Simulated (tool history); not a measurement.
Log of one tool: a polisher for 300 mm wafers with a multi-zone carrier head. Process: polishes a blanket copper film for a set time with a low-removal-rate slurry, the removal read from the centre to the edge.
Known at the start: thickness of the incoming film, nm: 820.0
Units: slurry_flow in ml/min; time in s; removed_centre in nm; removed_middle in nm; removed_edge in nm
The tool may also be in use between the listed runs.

run,hour,slurry_flow,centre_zone,middle_zone,edge_zone,slurry_solids,time,removed_centre,removed_middle,removed_edge
1,0.0,255,1.00,1.00,1.00,1.00,47,116.12,115.31,117.48
2,3.1,255,1.00,1.00,1.00,1.10,47,120.03,115.28,121.36
3,10.6,275,1.03,1.05,1.02,1.15,47,124.22,120.51,122.71
4,17.8,220,1.03,1.05,1.02,1.15,47,118.33,117.53,119.64
5,22.6,220,1.03,1.05,1.02,1.00,47,118.66,114.32,117.90
6,25.6,250,1.05,1.09,1.03,1.10,48,126.87,124.57,122.68
7,28.5,275,1.06,1.11,1.05,1.15,48,128.76,127.90,125.49

Forecast run 8:
8,32.0,295,1.07,1.13,1.06,1.20,48,?,?,?

Run 8 gave removed_centre 132.42 nm, removed_middle 130.87 nm, removed_edge 129.51 nm.
